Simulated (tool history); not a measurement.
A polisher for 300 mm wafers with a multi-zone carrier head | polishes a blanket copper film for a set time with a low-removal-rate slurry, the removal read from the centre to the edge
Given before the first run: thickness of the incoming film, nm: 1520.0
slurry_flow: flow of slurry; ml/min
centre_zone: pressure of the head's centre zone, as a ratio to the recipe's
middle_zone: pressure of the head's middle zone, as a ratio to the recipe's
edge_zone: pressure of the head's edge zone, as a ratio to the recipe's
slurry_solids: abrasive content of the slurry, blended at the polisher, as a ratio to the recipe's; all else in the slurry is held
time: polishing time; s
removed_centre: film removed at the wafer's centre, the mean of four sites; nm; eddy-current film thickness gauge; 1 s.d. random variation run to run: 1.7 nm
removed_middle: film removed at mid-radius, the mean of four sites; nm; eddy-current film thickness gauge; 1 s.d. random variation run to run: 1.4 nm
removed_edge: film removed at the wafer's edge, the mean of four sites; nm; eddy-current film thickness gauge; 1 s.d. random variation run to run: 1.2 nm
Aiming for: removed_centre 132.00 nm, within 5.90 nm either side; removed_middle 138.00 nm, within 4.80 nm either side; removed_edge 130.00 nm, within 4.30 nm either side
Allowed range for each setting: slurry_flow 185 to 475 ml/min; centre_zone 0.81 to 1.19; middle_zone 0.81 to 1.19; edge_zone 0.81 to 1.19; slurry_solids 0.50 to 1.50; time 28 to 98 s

run	hour	slurry_flow	centre_zone	middle_zone	edge_zone	slurry_solids	time	removed_centre	removed_middle	removed_edge
1	0.0	305	1.00	1.00	1.00	1.00	63	221.64	220.57	221.39
2	5.7	305	1.08	1.00	1.00	1.00	63	239.44	218.54	221.06
3	14.7	305	1.08	1.00	1.00	1.00	77	291.12	271.63	271.66
4	17.2	305	1.08	0.95	1.00	1.00	77	289.44	257.83	270.87
5	25.5	305	1.08	0.95	1.00	0.85	77	272.53	250.12	263.92
6	33.1	305	1.06	0.97	0.95	0.75	64	226.99	209.34	208.34
7	41.2	300	1.01	0.97	0.92	0.65	55	178.74	173.59	171.69
8	48.6	300	0.99	0.97	0.89	0.60	51	159.06	158.95	154.76
9	56.2	300	0.98	0.97	0.87	0.55	49	147.47	153.46	142.05

Next run, 5 choices. One meets every target within its allowed miss, the rest don't. Which?
A	63.8	435	1.09	1.19	0.81	0.70	40	?	?	?
B	63.8	300	0.88	0.98	0.89	0.55	48	?	?	?
C	63.8	300	0.96	1.00	0.88	0.60	44	?	?	?
D	63.8	355	0.89	0.88	0.97	0.70	46	?	?	?
E	63.8	295	1.01	1.07	0.81	0.60	45	?	?	?

move	removed_centre	removed_middle	removed_edge
A	145.24	149.97	117.25
B	131.21	146.25	138.54
C	133.36	138.10	128.28
D	134.23	136.96	145.62
E	143.46	148.23	126.25
A: nearer the targets than the last run, but a result is still out of spec
B: nearer the targets than the last run, but a result is still out of spec
C: meets every target
D: brings the last run's worst result on target, with another outside its allowed miss
E: nearer the targets than the last run, but a result is still out of spec
Go with C: it meets all targets.
